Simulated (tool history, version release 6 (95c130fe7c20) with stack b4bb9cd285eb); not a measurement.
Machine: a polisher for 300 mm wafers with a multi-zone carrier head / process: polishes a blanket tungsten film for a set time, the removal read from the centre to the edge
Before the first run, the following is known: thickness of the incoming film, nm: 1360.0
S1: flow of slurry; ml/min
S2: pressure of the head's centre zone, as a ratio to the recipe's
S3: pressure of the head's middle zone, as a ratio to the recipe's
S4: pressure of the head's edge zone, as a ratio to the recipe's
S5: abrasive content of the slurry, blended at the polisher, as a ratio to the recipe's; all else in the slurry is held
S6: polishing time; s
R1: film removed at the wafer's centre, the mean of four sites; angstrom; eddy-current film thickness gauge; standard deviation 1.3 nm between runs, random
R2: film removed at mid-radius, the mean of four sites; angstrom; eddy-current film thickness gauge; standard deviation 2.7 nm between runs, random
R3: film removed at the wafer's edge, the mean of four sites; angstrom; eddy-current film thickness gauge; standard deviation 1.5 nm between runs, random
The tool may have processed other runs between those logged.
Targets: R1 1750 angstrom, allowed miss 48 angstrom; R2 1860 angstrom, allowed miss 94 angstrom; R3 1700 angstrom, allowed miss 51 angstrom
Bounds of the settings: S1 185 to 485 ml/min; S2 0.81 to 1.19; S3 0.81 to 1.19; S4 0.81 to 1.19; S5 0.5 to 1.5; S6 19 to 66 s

run,hour,S1,S2,S3,S4,S5,S6,R1,R2,R3
1,0,310,1,1,1,1,42,1210.5,1182.7,1183.4
2,2.1,310,1,1,1.08,1,42,1224.7,1190.9,1210.1
3,9.2,310,1,1.05,1.08,1,42,1187.5,1222.7,1250.3
4,13.7,355,1,1.05,1.08,1,42,1232.8,1237.9,1246.7
5,21,390,1,1.05,1.08,1,42,1237.5,1292.2,1249.1
6,27.8,405,1.02,1.07,1.09,1.1,43,1347.7,1357.5,1324.6
7,32.8,420,1.02,1.1,1.09,1.2,44,1398.5,1447,1382
8,34.1,430,1.03,1.12,1.09,1.25,45,1459.5,1531.3,1419.8
9,40.6,430,1.04,1.13,1.1,1.3,46,1500.2,1584.2,1464

Exactly one of the 4 candidate moves below puts every result within its allowed miss. Which one?
A,47.1,465,0.94,1.17,1.03,1.35,57,?,?,?
B,47.1,455,0.93,1.11,1.19,1.3,55,?,?,?
C,47.1,395,0.99,1.09,0.97,1.4,55,?,?,?
D,47.1,445,0.99,1.17,1.09,1.35,58,?,?,?

move,R1,R2,R3
A,1737.9,2075.2,1815.5
B,1639.5,1892,1852.3
C,1760.1,1879.8,1709.6
D,1857.3,2104.7,1890.3
A: corrects the largest miss of the last run, while another result sits out of spec
B: nearer than the last run, and not there yet
C: every result within its allowed miss
D: moves the result that the last run missed by most past its target, out the other side
Answer: C
